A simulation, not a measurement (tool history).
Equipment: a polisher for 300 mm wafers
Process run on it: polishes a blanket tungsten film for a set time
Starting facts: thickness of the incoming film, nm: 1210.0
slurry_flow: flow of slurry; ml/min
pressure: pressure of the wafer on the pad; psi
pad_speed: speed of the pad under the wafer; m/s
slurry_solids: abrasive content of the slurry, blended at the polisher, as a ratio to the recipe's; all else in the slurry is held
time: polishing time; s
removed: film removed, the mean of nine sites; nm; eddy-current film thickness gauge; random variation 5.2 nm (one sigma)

{"run": 1, "hour": 0.0, "slurry_flow": 270, "pressure": 4.1, "pad_speed": 1.04, "slurry_solids": 1, "time": 89, "removed": 591.76}
{"run": 2, "hour": 5.4, "slurry_flow": 270, "pressure": 3.8, "pad_speed": 1.04, "slurry_solids": 1, "time": 89, "removed": 554.68}
{"run": 3, "hour": 8.6, "slurry_flow": 315, "pressure": 3.8, "pad_speed": 1.04, "slurry_solids": 1, "time": 89, "removed": 560.89}
{"run": 4, "hour": 10.9, "slurry_flow": 315, "pressure": 3.8, "pad_speed": 1.04, "slurry_solids": 0.9, "time": 89, "removed": 545.16}
{"run": 5, "hour": 12.6, "slurry_flow": 315, "pressure": 3.6, "pad_speed": 1.04, "slurry_solids": 0.9, "time": 89, "removed": 523.23}
{"run": 6, "hour": 14.6, "slurry_flow": 315, "pressure": 3.6, "pad_speed": 1.04, "slurry_solids": 0.7, "time": 89, "removed": 500.62}

What does the tool deliver on the next run?
{"run": 7, "hour": 17.3, "slurry_flow": 315, "pressure": 3.5, "pad_speed": 1.04, "slurry_solids": 0.7, "time": 89, "removed": "?"}

For run 7 the tool returned removed 480.65 nm.

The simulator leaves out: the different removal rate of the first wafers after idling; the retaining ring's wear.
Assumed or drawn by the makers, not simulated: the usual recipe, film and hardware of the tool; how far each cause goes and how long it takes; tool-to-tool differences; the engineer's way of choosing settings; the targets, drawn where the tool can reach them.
